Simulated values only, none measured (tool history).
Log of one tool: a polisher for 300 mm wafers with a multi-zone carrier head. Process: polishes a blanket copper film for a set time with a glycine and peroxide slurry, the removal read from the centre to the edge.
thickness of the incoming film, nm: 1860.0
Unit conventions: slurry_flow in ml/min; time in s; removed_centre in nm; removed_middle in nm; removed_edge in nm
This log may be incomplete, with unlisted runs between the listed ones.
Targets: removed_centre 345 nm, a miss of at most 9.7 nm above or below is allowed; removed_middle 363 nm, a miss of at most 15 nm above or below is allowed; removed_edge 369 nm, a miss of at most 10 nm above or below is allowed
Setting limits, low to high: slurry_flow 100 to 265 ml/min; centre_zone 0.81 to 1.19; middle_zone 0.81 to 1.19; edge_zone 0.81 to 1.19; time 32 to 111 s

run,hour,slurry_flow,centre_zone,middle_zone,edge_zone,time,removed_centre,removed_middle,removed_edge
1,0,170,1,1,1,71,460.08,450.92,458.95
2,1.5,170,1,0.95,1,71,467.58,437.98,454.18
3,4.6,155,0.95,0.93,0.96,69,423.54,411.02,427.7
4,10.7,155,0.88,0.93,0.96,69,400.54,406.93,430.78
5,19.4,145,0.86,0.92,0.92,68,381.75,396.28,410.17
6,24,135,0.85,0.91,0.89,67,366.32,368.88,393.29
7,29.5,130,0.84,0.93,0.87,67,361.87,386.49,380.15
8,35.8,125,0.83,0.92,0.87,67,356.35,376.24,390.21

Next run, 5 choices. One meets every target within its allowed miss, the rest don't. Which?
A,42.1,155,0.91,0.99,0.81,62,?,?,?
B,42.1,165,0.81,0.9,0.86,62,?,?,?
C,42.1,115,0.83,0.85,0.87,71,?,?,?
D,42.1,180,0.95,0.96,0.86,58,?,?,?
E,42.1,140,0.91,0.93,0.81,63,?,?,?

move,removed_centre,removed_middle,removed_edge
A,366.15,389.99,358.46
B,344.6,367.56,371.07
C,363.06,369.86,401.8
D,363.66,366.59,350.93
E,362.64,369.55,358.7
A: carries the result that was furthest off beyond its target, to the other side
B: every result lands within tolerance
C: misses by more than the last run did
D: carries the result that was furthest off beyond its target, to the other side
E: carries the result that was furthest off beyond its target, to the other side
So the answer is move B, the one that meets all the targets.
